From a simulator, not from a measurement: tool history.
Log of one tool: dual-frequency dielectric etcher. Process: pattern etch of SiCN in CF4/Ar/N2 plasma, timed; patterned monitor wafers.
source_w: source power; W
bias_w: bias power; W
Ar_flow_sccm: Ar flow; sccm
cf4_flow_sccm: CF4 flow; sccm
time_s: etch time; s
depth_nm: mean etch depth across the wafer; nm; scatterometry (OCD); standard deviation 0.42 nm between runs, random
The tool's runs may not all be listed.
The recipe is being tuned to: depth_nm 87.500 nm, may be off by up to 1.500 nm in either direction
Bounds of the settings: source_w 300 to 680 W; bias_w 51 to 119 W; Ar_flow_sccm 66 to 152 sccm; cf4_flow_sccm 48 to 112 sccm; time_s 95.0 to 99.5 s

run,hour,source_w,bias_w,Ar_flow_sccm,cf4_flow_sccm,time_s,depth_nm
1,0.0,490,85,109,80,95.0,102.680
2,5.9,560,85,109,80,95.0,110.810
3,9.2,560,85,109,66,95.0,107.690
4,10.7,560,72,109,66,95.0,100.870
5,13.6,560,72,120,66,95.0,99.231
6,14.6,530,72,120,66,95.0,94.784
7,22.0,510,72,120,66,95.0,93.593
8,29.1,490,72,120,66,95.0,90.997

Below are 5 possible settings for the next run. Only one of them brings all results inside the allowed miss of their targets. Which is it?
A,36.2,450,70,108,48,97.0,?
B,36.2,470,70,129,48,97.0,?
C,36.2,470,66,119,65,96.5,?
D,36.2,470,65,132,59,97.0,?
E,36.2,500,59,129,66,95.0,?

move,depth_nm
A,82.840
B,82.300
C,86.325
D,82.870
E,83.051
A: takes the biggest miss from the last run beyond its target
B: takes the biggest miss from the last run beyond its target
C: in spec on every target
D: takes the biggest miss from the last run beyond its target
E: takes the biggest miss from the last run beyond its target
Correct choice: C, which meets every target

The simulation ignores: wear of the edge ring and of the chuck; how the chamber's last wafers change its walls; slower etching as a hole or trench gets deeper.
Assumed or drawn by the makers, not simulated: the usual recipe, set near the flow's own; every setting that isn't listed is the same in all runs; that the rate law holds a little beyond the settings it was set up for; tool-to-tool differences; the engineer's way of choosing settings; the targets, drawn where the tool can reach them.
